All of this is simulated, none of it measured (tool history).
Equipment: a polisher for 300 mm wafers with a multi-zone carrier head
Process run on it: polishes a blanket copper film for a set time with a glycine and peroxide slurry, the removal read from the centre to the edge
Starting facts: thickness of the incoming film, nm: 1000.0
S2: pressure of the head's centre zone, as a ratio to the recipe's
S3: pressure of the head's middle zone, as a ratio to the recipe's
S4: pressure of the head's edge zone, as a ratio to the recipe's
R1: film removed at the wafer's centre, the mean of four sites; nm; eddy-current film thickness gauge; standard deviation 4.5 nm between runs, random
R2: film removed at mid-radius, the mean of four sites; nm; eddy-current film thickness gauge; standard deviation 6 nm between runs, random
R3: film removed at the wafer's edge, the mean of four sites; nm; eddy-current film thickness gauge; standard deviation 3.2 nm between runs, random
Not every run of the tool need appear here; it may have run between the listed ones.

{"run": 1, "hour": 0.0, "flow of slurry (ml/min)": 200, "S2": 1.0, "S3": 1.0, "S4": 1.0, "polishing time (s)": 60, "R1": 247.77, "R2": 247.69, "R3": 248.39}
{"run": 2, "hour": 4.6, "flow of slurry (ml/min)": 205, "S2": 1.01, "S3": 1.02, "S4": 1.02, "polishing time (s)": 64, "R1": 273.02, "R2": 274.97, "R3": 271.85}
{"run": 3, "hour": 10.3, "flow of slurry (ml/min)": 210, "S2": 1.02, "S3": 1.04, "S4": 1.05, "polishing time (s)": 67, "R1": 291.32, "R2": 277.83, "R3": 288.13}
{"run": 4, "hour": 11.3, "flow of slurry (ml/min)": 210, "S2": 1.02, "S3": 1.11, "S4": 1.05, "polishing time (s)": 67, "R1": 291.99, "R2": 301.61, "R3": 289.59}
{"run": 5, "hour": 16.2, "flow of slurry (ml/min)": 210, "S2": 1.02, "S3": 1.11, "S4": 1.13, "polishing time (s)": 67, "R1": 286.06, "R2": 301.84, "R3": 297.65}
{"run": 6, "hour": 22.6, "flow of slurry (ml/min)": 175, "S2": 1.02, "S3": 1.11, "S4": 1.13, "polishing time (s)": 67, "R1": 280.27, "R2": 299.54, "R3": 292.32}
{"run": 7, "hour": 28.0, "flow of slurry (ml/min)": 175, "S2": 1.03, "S3": 1.12, "S4": 1.13, "polishing time (s)": 70, "R1": 291.63, "R2": 311.68, "R3": 305.95}

Run 8 has not been measured yet. What should we expect?
{"run": 8, "hour": 36.1, "flow of slurry (ml/min)": 185, "S2": 1.04, "S3": 1.13, "S4": 1.12, "polishing time (s)": 72, "R1": "?", "R2": "?", "R3": "?"}

Run 8 produced R1 302.00 nm, R2 322.62 nm, R3 317.76 nm.
